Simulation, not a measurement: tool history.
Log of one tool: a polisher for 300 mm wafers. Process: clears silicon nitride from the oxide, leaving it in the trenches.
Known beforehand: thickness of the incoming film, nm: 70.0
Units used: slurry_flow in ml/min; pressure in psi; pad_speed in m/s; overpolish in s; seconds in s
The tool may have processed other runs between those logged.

run,hour,slurry_flow,pressure,pad_speed,overpolish,seconds
1,0,320,2.8,0.8,21,98.264
2,0.6,320,2.8,0.8,22,98.378
3,7.1,320,2.9,0.8,22,98.244
4,14.6,245,2.9,0.8,22,101.08
5,19.1,255,3,0.8,22,97.692
6,25.4,265,3.1,0.8,22,94.776
7,26.9,270,3.2,0.8,22,91.707

Run 8 is up next; what results do you expect?
8,28.8,270,3.9,0.82,22,?

Run 8 yielded seconds 78.457 s.
